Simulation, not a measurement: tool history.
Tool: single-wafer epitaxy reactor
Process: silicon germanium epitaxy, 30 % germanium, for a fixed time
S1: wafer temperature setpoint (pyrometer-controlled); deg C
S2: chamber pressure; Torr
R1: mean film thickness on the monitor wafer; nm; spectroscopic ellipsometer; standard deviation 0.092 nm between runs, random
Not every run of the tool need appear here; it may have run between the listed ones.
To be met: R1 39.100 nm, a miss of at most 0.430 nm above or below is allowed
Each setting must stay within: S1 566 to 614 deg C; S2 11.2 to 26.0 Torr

{"run": 1, "hour": 0.0, "S1": 590, "S2": 18.6, "R1": 44.441}
{"run": 2, "hour": 4.4, "S1": 596, "S2": 18.6, "R1": 50.439}
{"run": 3, "hour": 5.4, "S1": 596, "S2": 20.0, "R1": 51.622}
{"run": 4, "hour": 8.2, "S1": 593, "S2": 20.0, "R1": 48.157}
{"run": 5, "hour": 13.1, "S1": 591, "S2": 20.0, "R1": 46.186}
{"run": 6, "hour": 20.8, "S1": 590, "S2": 20.0, "R1": 45.304}
{"run": 7, "hour": 23.5, "S1": 589, "S2": 20.0, "R1": 44.382}
{"run": 8, "hour": 24.8, "S1": 588, "S2": 20.0, "R1": 43.454}
{"run": 9, "hour": 28.0, "S1": 587, "S2": 20.0, "R1": 42.263}
{"run": 10, "hour": 35.0, "S1": 586, "S2": 20.0, "R1": 41.547}

Which of these 5 next moves meets every target?
{"run": "A", "hour": 42.0, "S1": 580, "S2": 22.2, "R1": "?"}
{"run": "B", "hour": 42.0, "S1": 584, "S2": 21.4, "R1": "?"}
{"run": "C", "hour": 42.0, "S1": 582, "S2": 18.4, "R1": "?"}
{"run": "D", "hour": 42.0, "S1": 588, "S2": 15.3, "R1": "?"}
{"run": "E", "hour": 42.0, "S1": 586, "S2": 15.2, "R1": "?"}

move=A R1=37.400
move=B R1=40.422
move=C R1=37.292
move=D R1=40.687
move=E R1=38.920
A: takes the result that was furthest off past its target
B: an improvement on the last run, though not all results are within tolerance
C: takes the result that was furthest off past its target
D: an improvement on the last run, though not all results are within tolerance
E: hits every target within its allowed miss
Go with E: it meets all targets.

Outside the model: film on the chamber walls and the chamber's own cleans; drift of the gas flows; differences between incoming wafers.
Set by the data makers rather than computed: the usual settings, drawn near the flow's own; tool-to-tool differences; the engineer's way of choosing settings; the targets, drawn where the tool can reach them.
